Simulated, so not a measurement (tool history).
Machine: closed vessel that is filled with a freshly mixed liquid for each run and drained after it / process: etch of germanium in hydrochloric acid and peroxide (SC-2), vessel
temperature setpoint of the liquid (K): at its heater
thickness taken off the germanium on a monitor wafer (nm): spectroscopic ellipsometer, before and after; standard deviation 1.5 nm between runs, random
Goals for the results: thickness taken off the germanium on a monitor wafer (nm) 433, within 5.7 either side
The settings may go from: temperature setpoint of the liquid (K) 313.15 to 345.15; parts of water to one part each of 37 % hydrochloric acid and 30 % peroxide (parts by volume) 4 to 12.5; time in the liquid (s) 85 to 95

| run | day | temperature setpoint of the liquid (K) | parts of water to one part each of 37 % hydrochloric acid and 30 % peroxide (parts by volume) | time in the liquid (s) | thickness taken off the germanium on a monitor wafer (nm) |
|---|---|---|---|---|---|
| 1 | 0 | 329.15 | 7 | 85 | 288.38 |
| 2 | 0.071 | 329.15 | 7 | 85 | 288.23 |
| 3 | 0.338 | 324.65 | 7 | 85 | 248.56 |
| 4 | 0.642 | 324.65 | 8 | 85 | 249.42 |
| 5 | 0.958 | 326.65 | 8 | 85 | 264.71 |
| 6 | 1.004 | 326.65 | 8 | 85 | 265.35 |
| 7 | 1.1 | 328.65 | 8 | 85 | 281.2 |
| 8 | 1.388 | 330.65 | 8 | 85 | 299.1 |
| 9 | 1.488 | 332.15 | 8 | 85 | 311.95 |
| 10 | 1.792 | 333.65 | 8 | 85 | 326.23 |
| 11 | 1.842 | 341.65 | 8 | 85 | 408.48 |
| 12 | 1.879 | 342.15 | 8 | 85 | 415.88 |

Which single option among these 4 for the next run brings every result within its allowed miss of target? Just one does.
| A | 1.917 | 343.15 | 8 | 90 | ? |
| B | 1.917 | 340.15 | 9.5 | 85 | ? |
| C | 1.917 | 336.15 | 9 | 95 | ? |
| D | 1.917 | 345.15 | 11.5 | 85 | ? |

| move | thickness taken off the germanium on a monitor wafer (nm) |
|---|---|
| A | 454.63 |
| B | 387.98 |
| C | 389.06 |
| D | 434.38 |
A: moves the result that the last run missed by most past its target, out the other side
B: lands further from the targets than the last run did
C: lands further from the targets than the last run did
D: meets every target
D is the move that brings every result within its allowed miss.
